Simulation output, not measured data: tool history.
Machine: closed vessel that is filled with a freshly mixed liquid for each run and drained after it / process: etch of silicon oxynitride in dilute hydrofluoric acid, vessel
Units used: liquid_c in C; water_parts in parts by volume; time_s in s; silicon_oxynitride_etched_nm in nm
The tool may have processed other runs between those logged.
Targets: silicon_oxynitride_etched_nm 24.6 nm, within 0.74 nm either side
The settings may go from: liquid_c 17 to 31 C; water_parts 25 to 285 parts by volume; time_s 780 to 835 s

Run 1, day 0: liquid_c 23 C, water_parts 155 parts by volume, time_s 780 s. Result: silicon_oxynitride_etched_nm 10.199 nm.
Run 2, day 0.275: liquid_c 24 C, water_parts 145 parts by volume, time_s 780 s. Result: silicon_oxynitride_etched_nm 11.495 nm.
Run 3, day 0.333: liquid_c 25 C, water_parts 135 parts by volume, time_s 780 s. Result: silicon_oxynitride_etched_nm 12.882 nm.
Run 4, day 0.392: liquid_c 26 C, water_parts 125 parts by volume, time_s 780 s. Result: silicon_oxynitride_etched_nm 14.911 nm.
Run 5, day 0.758: liquid_c 23 C, water_parts 125 parts by volume, time_s 780 s. Result: silicon_oxynitride_etched_nm 13.094 nm.
Run 6, day 1.088: liquid_c 23 C, water_parts 165 parts by volume, time_s 780 s. Result: silicon_oxynitride_etched_nm 9.5085 nm.
Run 7, day 1.329: liquid_c 24 C, water_parts 155 parts by volume, time_s 780 s. Result: silicon_oxynitride_etched_nm 10.674 nm.
Run 8, day 1.7: liquid_c 25 C, water_parts 145 parts by volume, time_s 780 s. Result: silicon_oxynitride_etched_nm 11.874 nm.
Run 9, day 1.942: liquid_c 26 C, water_parts 135 parts by volume, time_s 780 s. Result: silicon_oxynitride_etched_nm 13.83 nm.
Run 10, day 2.246: liquid_c 26 C, water_parts 135 parts by volume, time_s 780 s. Result: silicon_oxynitride_etched_nm 13.882 nm.
Run 11, day 2.508: liquid_c 26 C, water_parts 135 parts by volume, time_s 780 s. Result: silicon_oxynitride_etched_nm 13.615 nm.
Run 12, day 2.712: liquid_c 26.5 C, water_parts 130 parts by volume, time_s 780 s. Result: silicon_oxynitride_etched_nm 14.57 nm.
Run 13, day 3.008: liquid_c 27 C, water_parts 125 parts by volume, time_s 780 s. Result: silicon_oxynitride_etched_nm 15.576 nm.

Which single option among these 4 for the next run brings every result within its allowed miss of target? Just one does.
Run A, day 3.304: liquid_c 29.5 C, water_parts 75 parts by volume, time_s 835 s. Result: silicon_oxynitride_etched_nm ?.
Run B, day 3.304: liquid_c 27 C, water_parts 80 parts by volume, time_s 830 s. Result: silicon_oxynitride_etched_nm ?.
Run C, day 3.304: liquid_c 24 C, water_parts 75 parts by volume, time_s 820 s. Result: silicon_oxynitride_etched_nm ?.
Run D, day 3.304: liquid_c 26 C, water_parts 80 parts by volume, time_s 835 s. Result: silicon_oxynitride_etched_nm ?.

move  silicon_oxynitride_etched_nm
   A                        33.017
   B                        27.273
   C                        25.048
   D                        26.182
A: takes the result that was furthest off past its target
B: takes the result that was furthest off past its target
C: meets every target
D: takes the result that was furthest off past its target
Correct choice: C, which meets every target
